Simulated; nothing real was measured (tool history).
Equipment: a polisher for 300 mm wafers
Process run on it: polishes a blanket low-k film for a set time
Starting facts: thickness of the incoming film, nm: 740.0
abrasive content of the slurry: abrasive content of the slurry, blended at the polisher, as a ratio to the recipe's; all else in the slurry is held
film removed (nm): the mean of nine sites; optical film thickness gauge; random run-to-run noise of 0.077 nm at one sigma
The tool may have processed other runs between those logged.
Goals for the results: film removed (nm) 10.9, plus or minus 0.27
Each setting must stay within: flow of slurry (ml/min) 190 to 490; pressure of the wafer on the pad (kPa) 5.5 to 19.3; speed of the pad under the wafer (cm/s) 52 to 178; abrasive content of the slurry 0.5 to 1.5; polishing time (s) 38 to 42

run	hour	flow of slurry (ml/min)	pressure of the wafer on the pad (kPa)	speed of the pad under the wafer (cm/s)	abrasive content of the slurry	polishing time (s)	film removed (nm)
1	0	315	12.4	114	1	42	17.329
2	6.4	315	10.3	114	1	42	14.316
3	11	315	9.7	114	1	42	13.503
4	19.2	315	9	114	1	42	12.581
5	21	315	8.3	114	1	42	11.517
6	23.1	315	8.3	92	1	42	10.049
7	31.8	315	8.3	92	1	42	9.9607
8	32.7	320	8.3	92	1	42	9.9961

Next run, 4 choices. One meets every target within its allowed miss, the rest don't. Which?
A	33.6	330	9	98	1.05	38	?
B	33.6	250	7.6	126	1.05	40	?
C	33.6	320	8.3	94	1	42	?
D	33.6	330	8.3	100	1	40	?

move	film removed (nm)
A	10.354
B	10.834
C	10.078
D	10.042
A: nearer the targets than the last run, but a result is still out of spec
B: meets every target
C: nearer the targets than the last run, but a result is still out of spec
D: nearer the targets than the last run, but a result is still out of spec
The move that meets every target is B.
